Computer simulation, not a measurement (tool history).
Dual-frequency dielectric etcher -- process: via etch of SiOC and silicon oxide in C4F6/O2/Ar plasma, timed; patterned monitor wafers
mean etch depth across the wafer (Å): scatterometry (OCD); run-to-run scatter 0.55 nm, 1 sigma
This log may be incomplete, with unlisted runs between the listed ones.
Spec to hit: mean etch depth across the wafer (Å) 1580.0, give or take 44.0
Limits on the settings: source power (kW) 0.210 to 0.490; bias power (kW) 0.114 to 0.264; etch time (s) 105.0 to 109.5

| run | day | source power (kW) | bias power (kW) | etch time (s) | mean etch depth across the wafer (Å) |
|---|---|---|---|---|---|
| 1 | 0.000 | 0.350 | 0.189 | 105.0 | 1191.5 |
| 2 | 0.104 | 0.400 | 0.189 | 105.0 | 1275.2 |
| 3 | 0.192 | 0.410 | 0.194 | 105.5 | 1311.4 |
| 4 | 0.396 | 0.420 | 0.198 | 106.0 | 1350.2 |
| 5 | 0.758 | 0.480 | 0.198 | 106.0 | 1450.0 |
| 6 | 0.812 | 0.480 | 0.198 | 105.0 | 1428.8 |
| 7 | 0.975 | 0.480 | 0.201 | 105.5 | 1447.4 |
| 8 | 1.038 | 0.480 | 0.204 | 105.5 | 1464.2 |
| 9 | 1.158 | 0.480 | 0.206 | 105.5 | 1467.0 |
| 10 | 1.183 | 0.480 | 0.208 | 105.5 | 1478.8 |
| 11 | 1.229 | 0.480 | 0.210 | 105.5 | 1474.3 |
| 12 | 1.329 | 0.480 | 0.212 | 105.5 | 1494.7 |

Consider the 4 candidate settings below. Which is the only one whose results all fall within their allowed miss of target?
| A | 1.429 | 0.480 | 0.202 | 105.0 | ? |
| B | 1.429 | 0.490 | 0.245 | 109.5 | ? |
| C | 1.429 | 0.490 | 0.213 | 109.5 | ? |
| D | 1.429 | 0.470 | 0.259 | 109.5 | ? |

| move | mean etch depth across the wafer (Å) |
|---|---|
| A | 1447.7 |
| B | 1675.6 |
| C | 1565.5 |
| D | 1687.1 |
A: further off than the last run
B: carries the result that was furthest off beyond its target, to the other side
C: meets every target
D: carries the result that was furthest off beyond its target, to the other side
Correct choice: C, which meets every target
